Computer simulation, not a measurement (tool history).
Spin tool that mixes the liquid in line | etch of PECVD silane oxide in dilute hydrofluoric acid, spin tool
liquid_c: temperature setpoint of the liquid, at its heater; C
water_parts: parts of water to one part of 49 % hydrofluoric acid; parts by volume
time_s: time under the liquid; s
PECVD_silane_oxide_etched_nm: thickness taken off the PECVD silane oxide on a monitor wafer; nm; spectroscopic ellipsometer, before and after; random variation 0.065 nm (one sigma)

run 1 day=0.000 | liquid_c=20.0 water_parts=140 time_s=55 | PECVD_silane_oxide_etched_nm=5.9350
run 2 day=0.038 | liquid_c=21.0 water_parts=140 time_s=55 | PECVD_silane_oxide_etched_nm=6.1451
run 3 day=0.200 | liquid_c=21.0 water_parts=140 time_s=55 | PECVD_silane_oxide_etched_nm=6.0442
run 4 day=0.575 | liquid_c=21.0 water_parts=175 time_s=55 | PECVD_silane_oxide_etched_nm=4.8146
run 5 day=0.817 | liquid_c=21.0 water_parts=215 time_s=55 | PECVD_silane_oxide_etched_nm=3.7049
run 6 day=1.038 | liquid_c=22.5 water_parts=200 time_s=55 | PECVD_silane_oxide_etched_nm=4.3135

Run 7 comes next. What will it give?
run 7 day=1.088 | liquid_c=23.5 water_parts=190 time_s=55 | PECVD_silane_oxide_etched_nm=?

{"run 7": {"PECVD_silane_oxide_etched_nm": 4.7268}}
